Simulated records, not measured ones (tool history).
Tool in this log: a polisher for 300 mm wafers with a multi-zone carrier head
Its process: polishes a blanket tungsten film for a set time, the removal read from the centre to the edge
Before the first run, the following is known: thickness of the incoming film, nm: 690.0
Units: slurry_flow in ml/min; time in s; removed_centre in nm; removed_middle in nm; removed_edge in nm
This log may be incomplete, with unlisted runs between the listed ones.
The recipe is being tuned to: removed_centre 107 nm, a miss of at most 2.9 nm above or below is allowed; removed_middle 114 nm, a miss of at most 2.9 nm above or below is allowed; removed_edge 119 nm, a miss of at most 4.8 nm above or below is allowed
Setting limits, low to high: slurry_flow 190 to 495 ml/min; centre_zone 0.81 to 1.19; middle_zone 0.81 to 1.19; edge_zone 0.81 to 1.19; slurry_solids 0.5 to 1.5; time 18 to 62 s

Run 1, hour 0: slurry_flow 320 ml/min, centre_zone 1, middle_zone 1, edge_zone 1, slurry_solids 1, time 40 s. Result: removed_centre 200.22 nm, removed_middle 202.05 nm, removed_edge 197.32 nm.
Run 2, hour 4.8: slurry_flow 310 ml/min, centre_zone 0.95, middle_zone 0.96, edge_zone 0.97, slurry_solids 0.85, time 37 s. Result: removed_centre 167.16 nm, removed_middle 172.78 nm, removed_edge 171.44 nm.
Run 3, hour 7.6: slurry_flow 300 ml/min, centre_zone 0.92, middle_zone 0.92, edge_zone 0.94, slurry_solids 0.75, time 35 s. Result: removed_centre 146.43 nm, removed_middle 154.8 nm, removed_edge 154.64 nm.
Run 4, hour 9.5: slurry_flow 300 ml/min, centre_zone 0.92, middle_zone 0.92, edge_zone 0.9, slurry_solids 0.75, time 35 s. Result: removed_centre 145.25 nm, removed_middle 154.25 nm, removed_edge 151.29 nm.
Run 5, hour 11.8: slurry_flow 290 ml/min, centre_zone 0.9, middle_zone 0.89, edge_zone 0.89, slurry_solids 0.7, time 34 s. Result: removed_centre 136.98 nm, removed_middle 142.22 nm, removed_edge 143.91 nm.
Run 6, hour 14.4: slurry_flow 290 ml/min, centre_zone 0.9, middle_zone 0.89, edge_zone 0.89, slurry_solids 0.55, time 34 s. Result: removed_centre 127.25 nm, removed_middle 132.15 nm, removed_edge 135.01 nm.
Run 7, hour 16.8: slurry_flow 285 ml/min, centre_zone 0.88, middle_zone 0.87, edge_zone 0.87, slurry_solids 0.55, time 33 s. Result: removed_centre 118.6 nm, removed_middle 127.17 nm, removed_edge 130.82 nm.
At hour 25.5: edge zone pressure recalibrated.
Run 8, hour 25.5: slurry_flow 280 ml/min, centre_zone 0.88, middle_zone 0.86, edge_zone 0.86, slurry_solids 0.55, time 33 s. Result: removed_centre 120.93 nm, removed_middle 124.82 nm, removed_edge 123.04 nm.
Run 9, hour 34.3: slurry_flow 275 ml/min, centre_zone 0.86, middle_zone 0.85, edge_zone 0.87, slurry_solids 0.55, time 33 s. Result: removed_centre 117.29 nm, removed_middle 125.1 nm, removed_edge 126.62 nm.
Run 10, hour 37: slurry_flow 255 ml/min, centre_zone 0.83, middle_zone 0.81, edge_zone 0.84, slurry_solids 0.5, time 31 s. Result: removed_centre 100.39 nm, removed_middle 109.14 nm, removed_edge 111.18 nm.
Run 11, hour 38.1: slurry_flow 275 ml/min, centre_zone 0.83, middle_zone 0.81, edge_zone 0.85, slurry_solids 0.5, time 31 s. Result: removed_centre 102.03 nm, removed_middle 109.75 nm, removed_edge 113.9 nm.

Next run, 4 choices. One meets every target within its allowed miss, the rest don't. Which?
Run A, hour 39.2: slurry_flow 315 ml/min, centre_zone 0.84, middle_zone 0.87, edge_zone 0.84, slurry_solids 0.55, time 28 s. Result: removed_centre ?, removed_middle ?, removed_edge ?.
Run B, hour 39.2: slurry_flow 300 ml/min, centre_zone 0.83, middle_zone 0.81, edge_zone 0.85, slurry_solids 0.5, time 32 s. Result: removed_centre ?, removed_middle ?, removed_edge ?.
Run C, hour 39.2: slurry_flow 270 ml/min, centre_zone 0.81, middle_zone 0.81, edge_zone 0.93, slurry_solids 0.75, time 26 s. Result: removed_centre ?, removed_middle ?, removed_edge ?.
Run D, hour 39.2: slurry_flow 260 ml/min, centre_zone 0.88, middle_zone 0.87, edge_zone 0.81, slurry_solids 0.5, time 30 s. Result: removed_centre ?, removed_middle ?, removed_edge ?.

move  removed_centre  removed_middle  removed_edge
   A          98.228          107.85        108.53
   B          107.04          114.19        120.44
   C          94.865          103.84        112.98
   D          104.74          109.94        109.95
A: the biggest miss grows against the last run
B: meets every target
C: the biggest miss grows against the last run
D: gets the furthest-off result to its target, but another result is out of tolerance
Go with B: it meets all targets.
